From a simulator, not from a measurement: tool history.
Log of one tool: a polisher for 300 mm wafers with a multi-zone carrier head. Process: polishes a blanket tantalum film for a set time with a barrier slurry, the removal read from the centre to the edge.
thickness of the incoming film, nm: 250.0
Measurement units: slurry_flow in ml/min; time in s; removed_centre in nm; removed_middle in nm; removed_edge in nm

run,hour,slurry_flow,centre_zone,middle_zone,edge_zone,slurry_solids,time,removed_centre,removed_middle,removed_edge
1,0,315,1,1,1,1,40,72.898,74.544,75.34
2,7.3,250,1,1,1,1,40,71.259,73.442,73.318
3,11.7,260,1.02,1.01,1.03,1.1,41,75.786,79.756,78.982
4,12.6,270,1.05,1,1.05,1.15,42,80.777,81.427,82.521
5,13.9,305,1.05,1,1.05,1.15,42,82.875,81.643,86.082
6,15.5,320,1.07,1.02,1.06,1.2,42,85.267,83.504,85.56
7,17.3,325,1.08,1.02,1.07,1.25,43,89.393,90.138,90.616
8,19.1,335,1.1,1.02,1.08,1.3,43,92.422,87.659,91.084
9,20.9,335,1.1,1.02,1.08,1.3,43,92.495,88.602,91.027
10,24.7,340,1.11,1.02,1.09,1.35,43,93.88,88.501,92.967
# hour 26.1: edge zone pressure recalibrated
11,26.1,345,1.12,1.03,1.1,1.4,43,96.412,92.183,89.177
12,33,355,1.12,1.03,1.11,1.4,44,99.493,93.52,94.389
13,37.2,405,1.14,1.1,1.19,1.5,44,101.89,98.279,99.072
14,42.2,405,1.14,1.09,1.19,1.5,44,102.13,100.28,99.653
15,50.3,405,1.14,1.08,1.19,1.5,44,102.49,99.739,99.5

Run 16 has not been measured yet. What should we expect?
16,54.9,405,1.14,1.07,1.19,1.5,44,?,?,?

{"run 16": {"removed_centre": 102.16, "removed_middle": 99.815, "removed_edge": 98.538}}

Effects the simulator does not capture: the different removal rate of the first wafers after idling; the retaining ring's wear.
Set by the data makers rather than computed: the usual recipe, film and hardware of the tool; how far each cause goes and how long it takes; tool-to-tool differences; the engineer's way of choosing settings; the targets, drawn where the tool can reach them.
